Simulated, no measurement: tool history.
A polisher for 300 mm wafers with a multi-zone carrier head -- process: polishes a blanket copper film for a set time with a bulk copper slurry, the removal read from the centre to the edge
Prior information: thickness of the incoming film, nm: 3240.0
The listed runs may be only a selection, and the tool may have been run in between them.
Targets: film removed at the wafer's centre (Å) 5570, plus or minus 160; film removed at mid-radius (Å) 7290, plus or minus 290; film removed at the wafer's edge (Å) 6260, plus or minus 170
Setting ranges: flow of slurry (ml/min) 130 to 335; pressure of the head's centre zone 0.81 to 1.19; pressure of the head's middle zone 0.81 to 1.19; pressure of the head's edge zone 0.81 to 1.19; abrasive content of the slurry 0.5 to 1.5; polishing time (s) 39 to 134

run,hour,flow of slurry (ml/min),pressure of the head's centre zone,pressure of the head's middle zone,pressure of the head's edge zone,abrasive content of the slurry,polishing time (s),film removed at the wafer's centre (Å),film removed at mid-radius (Å),film removed at the wafer's edge (Å)
1,0,215,1,1,1,1,86,7978.6,8059.5,7534.2
2,5.1,215,0.94,1,1,1,86,7445.8,8087,7759.1
3,10.4,205,0.92,1.02,0.96,0.9,85,6837.5,7899.8,7168.4
4,13.2,195,0.9,1.02,0.93,0.85,85,6718.6,7674.5,6907.4
5,14.7,195,0.9,0.94,0.93,0.85,85,6730.4,7135.6,6976.5
6,16,195,0.9,0.94,0.93,0.7,85,6442.2,6965.8,6753
7,20.9,185,0.88,0.96,0.92,0.7,85,6211.6,7007,6658.1
8,22.9,175,0.86,0.98,0.91,0.7,85,6119.3,7065.1,6640
9,31.7,175,0.85,1,0.9,0.65,85,5828.9,7207.3,6397.4
10,35.9,170,0.84,1.01,0.9,0.65,85,5808.8,7126.7,6547.2

5 candidate next runs follow, results not yet known. Just one meets every target within its allowed miss. Identify it.
A,40.1,210,0.91,1.11,0.81,0.6,82,?,?,?
B,40.1,135,0.88,1.14,0.97,0.8,80,?,?,?
C,40.1,185,0.86,1.02,0.92,0.5,90,?,?,?
D,40.1,175,0.96,1,0.97,0.7,80,?,?,?
E,40.1,160,0.81,0.92,0.92,0.65,83,?,?,?

move,film removed at the wafer's centre (Å),film removed at mid-radius (Å),film removed at the wafer's edge (Å)
A,6249.6,7641.5,5995.5
B,5610.7,7342.8,6262.3
C,6142.4,7422.4,6671
D,6377.5,6788.3,6383.2
E,5391.6,6375.4,6303.5
A: the result that was furthest off in the last run now lies on the other side of its target
B: every result within its allowed miss
C: further off than the last run
D: the worst result of the last run now meets its target, but another is out of spec
E: the worst result of the last run now meets its target, but another is out of spec
B is the move that brings every result within its allowed miss.
